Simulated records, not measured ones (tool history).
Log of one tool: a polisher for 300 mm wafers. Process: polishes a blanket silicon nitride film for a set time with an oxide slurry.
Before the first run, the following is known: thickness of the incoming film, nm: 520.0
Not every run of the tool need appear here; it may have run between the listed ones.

run	hour	flow of slurry (ml/min)	pressure of the wafer on the pad (kPa)	speed of the pad under the wafer (cm/s)	abrasive content of the slurry	polishing time (s)	film removed (angstrom)
1	0	130	28.3	128	1	75	678.8
2	4.5	130	22.1	128	1	75	571
3	5.4	130	21.4	124	1	75	525.38
4	8.9	130	21.4	124	1.15	75	578.5
5	16.1	130	21.4	124	1.05	75	554.74
6	18.1	110	21.4	124	1.05	75	533.92
7	24.2	110	20.7	122	1.05	75	510.96
8	24.9	110	20	120	1.05	75	491.72
9	30.5	110	19.3	118	1.05	75	477.47
10	31.4	110	18.6	116	1.05	75	461.63
11	39.3	110	17.9	114	1.05	75	438.71
12	40.7	110	17.2	114	1.05	75	427.46

Forecast run 13:
13	46.1	110	16.5	114	1.05	75	?

{"run 13": {"film removed (angstrom)": 419.78}}

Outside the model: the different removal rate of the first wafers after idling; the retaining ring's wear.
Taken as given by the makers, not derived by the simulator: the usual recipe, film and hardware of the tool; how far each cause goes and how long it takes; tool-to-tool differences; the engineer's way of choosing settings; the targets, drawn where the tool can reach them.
